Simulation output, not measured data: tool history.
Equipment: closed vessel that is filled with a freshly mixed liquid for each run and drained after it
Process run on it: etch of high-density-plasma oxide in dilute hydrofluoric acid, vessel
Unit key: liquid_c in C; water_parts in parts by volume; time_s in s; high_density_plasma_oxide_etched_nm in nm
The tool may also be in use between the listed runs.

run  hour  liquid_c  water_parts  time_s  high_density_plasma_oxide_etched_nm
  1     0        22           90     245                               13.724
  2   6.4        25           90     245                               15.433
  3  14.7        25           90     245                               15.487
  4  21.7        25           90     245                                15.48
  5  22.9        27           90     245                               16.789
  6  30.5        27           90     260                               17.785
  7    38        27           90     260                               17.747
  8  43.9        28           85     260                               19.661

Estimate the outcome of run 9 from the log above:
  9  49.8      28.5           80     260                                    ?

high_density_plasma_oxide_etched_nm: 21.454 nm

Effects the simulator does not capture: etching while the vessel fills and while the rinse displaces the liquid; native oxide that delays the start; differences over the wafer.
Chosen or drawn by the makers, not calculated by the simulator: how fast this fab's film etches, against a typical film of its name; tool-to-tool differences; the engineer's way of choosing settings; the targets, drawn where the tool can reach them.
